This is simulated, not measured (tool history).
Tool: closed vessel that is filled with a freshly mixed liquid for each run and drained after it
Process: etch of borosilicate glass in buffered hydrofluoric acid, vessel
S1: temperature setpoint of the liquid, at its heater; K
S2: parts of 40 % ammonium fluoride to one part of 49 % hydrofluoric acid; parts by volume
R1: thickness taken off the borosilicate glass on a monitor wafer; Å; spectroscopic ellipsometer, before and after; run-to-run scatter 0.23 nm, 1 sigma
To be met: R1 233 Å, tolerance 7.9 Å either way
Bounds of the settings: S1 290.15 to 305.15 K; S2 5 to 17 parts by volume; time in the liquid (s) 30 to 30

{"run": 1, "day": 0.0, "S1": 298.15, "S2": 10.5, "time in the liquid (s)": 30, "R1": 365.67}
{"run": 2, "day": 0.242, "S1": 298.15, "S2": 11.5, "time in the liquid (s)": 30, "R1": 330.97}
{"run": 3, "day": 0.288, "S1": 295.65, "S2": 11.5, "time in the liquid (s)": 30, "R1": 288.5}
{"run": 4, "day": 0.321, "S1": 295.15, "S2": 11.5, "time in the liquid (s)": 30, "R1": 284.06}
{"run": 5, "day": 0.458, "S1": 294.65, "S2": 11.5, "time in the liquid (s)": 30, "R1": 276.79}
{"run": 6, "day": 0.492, "S1": 294.15, "S2": 11.5, "time in the liquid (s)": 30, "R1": 268.96}
{"run": 7, "day": 0.738, "S1": 293.65, "S2": 11.5, "time in the liquid (s)": 30, "R1": 259.43}
{"run": 8, "day": 0.962, "S1": 292.65, "S2": 11.5, "time in the liquid (s)": 30, "R1": 252.79}

Below are 4 possible settings for the next run. Only one of them brings all results inside the allowed miss of their targets. Which is it?
{"run": "A", "day": 1.188, "S1": 293.15, "S2": 11, "time in the liquid (s)": 30, "R1": "?"}
{"run": "B", "day": 1.188, "S1": 293.15, "S2": 11.5, "time in the liquid (s)": 30, "R1": "?"}
{"run": "C", "day": 1.188, "S1": 292.65, "S2": 12.5, "time in the liquid (s)": 30, "R1": "?"}
{"run": "D", "day": 1.188, "S1": 294.65, "S2": 11.5, "time in the liquid (s)": 30, "R1": "?"}

move=A R1=267.58
move=B R1=256.07
move=C R1=229.4
move=D R1=277.91
A: its largest miss is bigger than the last run's
B: its largest miss is bigger than the last run's
C: each result inside its tolerance
D: its largest miss is bigger than the last run's
C is the move that brings every result within its allowed miss.
